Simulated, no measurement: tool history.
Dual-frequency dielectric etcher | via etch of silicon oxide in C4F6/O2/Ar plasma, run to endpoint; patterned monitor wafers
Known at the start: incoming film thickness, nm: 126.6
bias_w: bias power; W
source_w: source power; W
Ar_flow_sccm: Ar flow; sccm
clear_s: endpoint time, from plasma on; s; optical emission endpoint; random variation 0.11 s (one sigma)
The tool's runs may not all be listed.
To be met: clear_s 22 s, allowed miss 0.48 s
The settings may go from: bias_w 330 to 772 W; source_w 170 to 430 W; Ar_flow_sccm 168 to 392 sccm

| run | hour | bias_w | source_w | Ar_flow_sccm | clear_s |
|---|---|---|---|---|---|
| 1 | 0 | 551 | 300 | 280 | 29.463 |
| 2 | 6.4 | 551 | 300 | 329 | 30.393 |
| 3 | 13.9 | 551 | 340 | 329 | 28.417 |
| 4 | 17.7 | 614 | 370 | 324 | 25.69 |
| 5 | 21.7 | 614 | 410 | 324 | 24.97 |
| 6 | 27.7 | 576 | 410 | 324 | 25.979 |
| 7 | 29.2 | 625 | 410 | 323 | 24.778 |
| 8 | 38.1 | 664 | 410 | 322 | 23.671 |
| 9 | 44.8 | 664 | 410 | 322 | 23.78 |
| 10 | 48.6 | 689 | 410 | 322 | 23.34 |
| 11 | 52.6 | 709 | 410 | 322 | 22.979 |

Which of these 5 next moves meets every target?
| A | 56.6 | 772 | 430 | 295 | ? |
| B | 56.6 | 757 | 430 | 259 | ? |
| C | 56.6 | 716 | 350 | 255 | ? |
| D | 56.6 | 772 | 420 | 376 | ? |
| E | 56.6 | 735 | 420 | 392 | ? |

| move | clear_s |
|---|---|
| A | 21.17 |
| B | 20.996 |
| C | 23.41 |
| D | 22.094 |
| E | 22.827 |
A: takes the result that was furthest off past its target
B: takes the result that was furthest off past its target
C: further off than the last run
D: meets every target
E: nearer than the last run, and not there yet
Answer: D
